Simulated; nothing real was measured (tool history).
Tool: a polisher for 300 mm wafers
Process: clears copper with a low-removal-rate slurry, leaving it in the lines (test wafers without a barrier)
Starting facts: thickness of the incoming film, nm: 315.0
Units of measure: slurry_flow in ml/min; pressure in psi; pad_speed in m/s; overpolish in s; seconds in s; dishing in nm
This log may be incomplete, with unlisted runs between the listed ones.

{"run": 1, "hour": 0.0, "slurry_flow": 160, "pressure": 2.9, "pad_speed": 1.22, "slurry_solids": 1.0, "overpolish": 29, "seconds": 102.0, "dishing": 57.749}
{"run": 2, "hour": 6.1, "slurry_flow": 160, "pressure": 2.9, "pad_speed": 1.22, "slurry_solids": 1.2, "overpolish": 29, "seconds": 104.05, "dishing": 58.124}
{"run": 3, "hour": 11.1, "slurry_flow": 165, "pressure": 2.5, "pad_speed": 1.22, "slurry_solids": 1.2, "overpolish": 25, "seconds": 111.08, "dishing": 49.95}
{"run": 4, "hour": 14.7, "slurry_flow": 165, "pressure": 2.5, "pad_speed": 1.22, "slurry_solids": 1.05, "overpolish": 25, "seconds": 114.9, "dishing": 46.204}
{"run": 5, "hour": 17.3, "slurry_flow": 165, "pressure": 2.2, "pad_speed": 1.22, "slurry_solids": 1.05, "overpolish": 23, "seconds": 125.03, "dishing": 42.335}
{"run": 6, "hour": 21.5, "slurry_flow": 165, "pressure": 2.0, "pad_speed": 1.2, "slurry_solids": 1.05, "overpolish": 20, "seconds": 134.87, "dishing": 34.051}

Predict the results of run 7:
{"run": 7, "hour": 27.7, "slurry_flow": 160, "pressure": 1.8, "pad_speed": 1.2, "slurry_solids": 1.05, "overpolish": 19, "seconds": "?", "dishing": "?"}

{"run 7": {"seconds": 145.97, "dishing": 30.732}}
